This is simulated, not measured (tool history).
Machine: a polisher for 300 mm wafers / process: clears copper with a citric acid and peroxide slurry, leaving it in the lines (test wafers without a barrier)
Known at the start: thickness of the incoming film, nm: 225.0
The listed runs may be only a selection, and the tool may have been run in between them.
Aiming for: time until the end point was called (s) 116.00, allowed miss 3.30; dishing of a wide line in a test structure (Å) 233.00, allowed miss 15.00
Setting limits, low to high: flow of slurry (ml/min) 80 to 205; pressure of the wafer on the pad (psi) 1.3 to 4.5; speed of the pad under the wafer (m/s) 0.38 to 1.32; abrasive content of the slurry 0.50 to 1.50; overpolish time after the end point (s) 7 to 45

run  hour  flow of slurry (ml/min)  pressure of the wafer on the pad (psi)  speed of the pad under the wafer (m/s)  abrasive content of the slurry  overpolish time after the end point (s)  time until the end point was called (s)  dishing of a wide line in a test structure (Å)
  1   0.0                      135                                     2.9                                    0.84                            1.00                                       23                                   149.74                                          226.99
  2   4.4                      135                                     2.9                                    0.84                            0.80                                       23                                   153.37                                          221.47
  3   9.6                      160                                     2.9                                    0.84                            0.80                                       23                                   151.60                                          228.40
  4  11.6                      160                                     2.2                                    0.84                            0.80                                       23                                   188.60                                          189.28
  5  20.2                      160                                     2.4                                    0.84                            0.80                                       22                                   175.84                                          194.87
  6  28.1                      160                                     2.4                                    0.96                            0.80                                       22                                   158.70                                          206.86
  7  31.3                      160                                     2.5                                    0.96                            0.80                                       21                                   153.88                                          202.64
  8  33.0                      160                                     2.6                                    0.96                            0.80                                       21                                   148.53                                          213.42
  9  41.2                      160                                     2.7                                    0.96                            0.80                                       20                                   146.54                                          210.93
 10  43.2                      160                                     2.8                                    0.96                            0.80                                       19                                   139.31                                          212.99
 11  49.2                      160                                     2.9                                    0.96                            0.80                                       19                                   138.06                                          211.60
 12  52.7                      160                                     3.0                                    0.96                            0.80                                       19                                   134.83                                          218.89
 13  54.2                      160                                     3.1                                    0.96                            0.80                                       19                                   130.53                                          221.44
 14  61.3                      160                                     3.2                                    0.96                            0.80                                       19                                   126.32                                          224.79
 15  66.3                      160                                     3.4                                    0.96                            0.80                                       19                                   121.87                                          244.26

Which single option among these 4 for the next run brings every result within its allowed miss of target? Just one does.
  A  71.3                      145                                     3.5                                    1.02                            0.70                                       18                                        ?                                               ?
  B  71.3                      155                                     3.7                                    0.94                            0.75                                       23                                        ?                                               ?
  C  71.3                      180                                     2.8                                    1.02                            0.85                                       24                                        ?                                               ?
  D  71.3                      155                                     3.5                                    1.10                            0.65                                       22                                        ?                                               ?

move  time until the end point was called (s)  dishing of a wide line in a test structure (Å)
   A                                   116.65                                          236.76
   B                                   116.37                                          288.63
   C                                   131.20                                          270.18
   D                                   110.05                                          290.66
A: every result within its allowed miss
B: puts the biggest miss on target and leaves a different result outside tolerance
C: misses by more than the last run did
D: takes the result that was furthest off past its target
A meets every target.
